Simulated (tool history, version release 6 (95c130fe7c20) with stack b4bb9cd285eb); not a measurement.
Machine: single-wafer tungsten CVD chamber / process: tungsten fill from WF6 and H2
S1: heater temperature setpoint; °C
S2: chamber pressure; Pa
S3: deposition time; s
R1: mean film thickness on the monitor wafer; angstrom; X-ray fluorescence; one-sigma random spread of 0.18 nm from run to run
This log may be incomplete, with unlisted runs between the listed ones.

| run | hour | S1 | S2 | S3 | R1 |
|---|---|---|---|---|---|
| 1 | 0.0 | 400 | 7106 | 17.4 | 621.16 |
| 2 | 5.0 | 400 | 7106 | 17.4 | 617.57 |
| 3 | 6.4 | 406 | 7106 | 17.4 | 699.15 |
| 4 | 14.1 | 406 | 8213 | 17.4 | 744.00 |
| 5 | 16.9 | 406 | 8213 | 16.5 | 703.80 |
| 6 | 18.3 | 404 | 8186 | 16.5 | 679.85 |
| 7 | 26.0 | 402 | 8173 | 16.5 | 648.79 |
| 8 | 33.2 | 401 | 8159 | 16.5 | 632.64 |

Run 9, settings as shown, results not yet in. Your forecast:
| 9 | 38.4 | 401 | 8159 | 16.5 | ? |

R1: 637.77 angstrom

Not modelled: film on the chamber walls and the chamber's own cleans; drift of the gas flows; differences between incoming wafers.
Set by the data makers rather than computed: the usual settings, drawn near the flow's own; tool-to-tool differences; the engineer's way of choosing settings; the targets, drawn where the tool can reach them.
